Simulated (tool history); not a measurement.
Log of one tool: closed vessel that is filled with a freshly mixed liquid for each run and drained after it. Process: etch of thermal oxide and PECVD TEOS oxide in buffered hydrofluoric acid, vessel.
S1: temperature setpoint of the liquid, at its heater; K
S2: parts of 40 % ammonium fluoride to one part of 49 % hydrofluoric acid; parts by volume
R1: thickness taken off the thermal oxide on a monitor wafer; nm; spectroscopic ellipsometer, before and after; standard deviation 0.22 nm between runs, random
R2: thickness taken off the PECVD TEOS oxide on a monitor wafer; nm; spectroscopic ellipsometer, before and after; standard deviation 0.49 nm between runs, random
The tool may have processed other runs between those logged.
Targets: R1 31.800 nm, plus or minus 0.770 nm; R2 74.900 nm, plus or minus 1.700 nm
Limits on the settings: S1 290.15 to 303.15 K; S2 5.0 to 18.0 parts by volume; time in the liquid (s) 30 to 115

{"run": 1, "hour": 0.0, "S1": 295.15, "S2": 11.0, "time in the liquid (s)": 60, "R1": 52.778, "R2": 123.68}
{"run": 2, "hour": 2.0, "S1": 297.15, "S2": 11.0, "time in the liquid (s)": 60, "R1": 58.383, "R2": 138.15}
{"run": 3, "hour": 3.3, "S1": 297.15, "S2": 11.0, "time in the liquid (s)": 75, "R1": 73.451, "R2": 175.07}
{"run": 4, "hour": 11.0, "S1": 295.15, "S2": 12.5, "time in the liquid (s)": 75, "R1": 58.361, "R2": 137.67}
{"run": 5, "hour": 13.7, "S1": 293.65, "S2": 13.5, "time in the liquid (s)": 75, "R1": 49.3, "R2": 115.95}
{"run": 6, "hour": 19.1, "S1": 292.65, "S2": 14.5, "time in the liquid (s)": 75, "R1": 43.82, "R2": 102.33}
{"run": 7, "hour": 25.8, "S1": 292.15, "S2": 15.0, "time in the liquid (s)": 75, "R1": 40.771, "R2": 97.269}
{"run": 8, "hour": 26.7, "S1": 291.65, "S2": 15.5, "time in the liquid (s)": 75, "R1": 39.031, "R2": 91.188}
{"run": 9, "hour": 29.3, "S1": 291.15, "S2": 16.0, "time in the liquid (s)": 75, "R1": 36.334, "R2": 86.23}
{"run": 10, "hour": 33.7, "S1": 290.65, "S2": 16.5, "time in the liquid (s)": 75, "R1": 34.494, "R2": 81.431}

Consider the 4 candidate settings below. Which is the only one whose results all fall within their allowed miss of target?
{"run": "A", "hour": 38.1, "S1": 292.65, "S2": 16.5, "time in the liquid (s)": 65, "R1": "?", "R2": "?"}
{"run": "B", "hour": 38.1, "S1": 293.15, "S2": 17.0, "time in the liquid (s)": 65, "R1": "?", "R2": "?"}
{"run": "C", "hour": 38.1, "S1": 294.15, "S2": 17.5, "time in the liquid (s)": 60, "R1": "?", "R2": "?"}
{"run": "D", "hour": 38.1, "S1": 290.15, "S2": 16.0, "time in the liquid (s)": 75, "R1": "?", "R2": "?"}

move=A R1=33.018 R2=78.567
move=B R1=32.974 R2=78.462
move=C R1=31.281 R2=74.433
move=D R1=34.077 R2=81.087
A: closes in on the targets versus the last run, not all within tolerance yet
B: closes in on the targets versus the last run, not all within tolerance yet
C: every result lands within tolerance
D: closes in on the targets versus the last run, not all within tolerance yet
Answer: C

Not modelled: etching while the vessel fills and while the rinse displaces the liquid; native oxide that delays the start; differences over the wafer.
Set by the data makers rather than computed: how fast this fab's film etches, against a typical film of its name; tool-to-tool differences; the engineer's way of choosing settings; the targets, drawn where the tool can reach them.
